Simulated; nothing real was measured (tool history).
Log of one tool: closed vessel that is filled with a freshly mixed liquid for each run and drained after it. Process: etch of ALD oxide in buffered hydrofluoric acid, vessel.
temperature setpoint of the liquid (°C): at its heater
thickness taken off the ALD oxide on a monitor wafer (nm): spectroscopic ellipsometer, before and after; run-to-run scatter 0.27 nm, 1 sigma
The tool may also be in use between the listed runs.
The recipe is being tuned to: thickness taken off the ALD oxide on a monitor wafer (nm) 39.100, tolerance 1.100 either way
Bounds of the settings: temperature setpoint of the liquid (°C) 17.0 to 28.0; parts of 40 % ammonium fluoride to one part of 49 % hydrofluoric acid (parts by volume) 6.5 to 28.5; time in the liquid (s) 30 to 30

run	day	temperature setpoint of the liquid (°C)	parts of 40 % ammonium fluoride to one part of 49 % hydrofluoric acid (parts by volume)	time in the liquid (s)	thickness taken off the ALD oxide on a monitor wafer (nm)
1	0.000	20.0	17.5	30	44.165
2	0.346	20.0	17.5	30	43.850
3	0.729	20.0	22.5	30	35.403
4	1.071	20.0	22.5	30	35.487
5	1.458	20.5	22.5	30	36.092
6	1.758	17.0	22.5	30	29.643
7	2.108	18.5	22.5	30	32.245
8	2.454	19.5	22.5	30	34.687
9	2.808	20.0	22.5	30	35.397
10	3.104	20.5	22.5	30	36.319
11	3.254	21.0	22.5	30	37.415

Next run, 4 choices. One meets every target within its allowed miss, the rest don't. Which?
A	3.404	22.5	24.0	30	?
B	3.404	23.0	22.0	30	?
C	3.404	20.5	18.5	30	?
D	3.404	24.5	25.5	30	?

move	thickness taken off the ALD oxide on a monitor wafer (nm)
A	38.996
B	42.565
C	42.727
D	41.754
A: all results in spec
B: carries the result that was furthest off beyond its target, to the other side
C: carries the result that was furthest off beyond its target, to the other side
D: carries the result that was furthest off beyond its target, to the other side
So the answer is move A, the one that meets all the targets.
